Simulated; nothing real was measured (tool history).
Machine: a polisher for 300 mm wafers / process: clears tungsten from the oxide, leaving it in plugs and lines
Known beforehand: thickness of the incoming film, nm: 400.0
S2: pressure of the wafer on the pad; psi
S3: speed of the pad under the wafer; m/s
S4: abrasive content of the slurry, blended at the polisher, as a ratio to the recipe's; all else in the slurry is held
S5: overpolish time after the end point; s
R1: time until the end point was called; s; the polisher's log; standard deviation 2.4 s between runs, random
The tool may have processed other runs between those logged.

run 1 hour=0.0 | flow_of_slurry_(ml/min)=165 S2=2.7 S3=1.42 S4=1.0 S5=42 | R1=108.37
run 2 hour=1.2 | flow_of_slurry_(ml/min)=165 S2=2.7 S3=1.42 S4=0.8 S5=42 | R1=113.89
run 3 hour=9.6 | flow_of_slurry_(ml/min)=165 S2=2.5 S3=1.38 S4=0.8 S5=42 | R1=125.55
run 4 hour=15.5 | flow_of_slurry_(ml/min)=165 S2=2.5 S3=1.38 S4=0.7 S5=42 | R1=130.91
run 5 hour=16.6 | flow_of_slurry_(ml/min)=165 S2=2.5 S3=1.38 S4=0.7 S5=44 | R1=128.63
run 6 hour=24.3 | flow_of_slurry_(ml/min)=165 S2=2.3 S3=1.36 S4=0.7 S5=44 | R1=144.04
run 7 hour=25.8 | flow_of_slurry_(ml/min)=165 S2=2.1 S3=1.36 S4=0.7 S5=44 | R1=156.66
run 8 hour=33.0 | flow_of_slurry_(ml/min)=165 S2=2.0 S3=1.36 S4=0.7 S5=44 | R1=164.33
run 9 hour=37.1 | flow_of_slurry_(ml/min)=165 S2=1.9 S3=1.36 S4=0.7 S5=44 | R1=174.28

Run 10, settings as shown, results not yet in. Your forecast:
run 10 hour=41.1 | flow_of_slurry_(ml/min)=165 S2=1.8 S3=1.36 S4=0.7 S5=44 | R1=?

Run 10 gave R1 182.34 s.
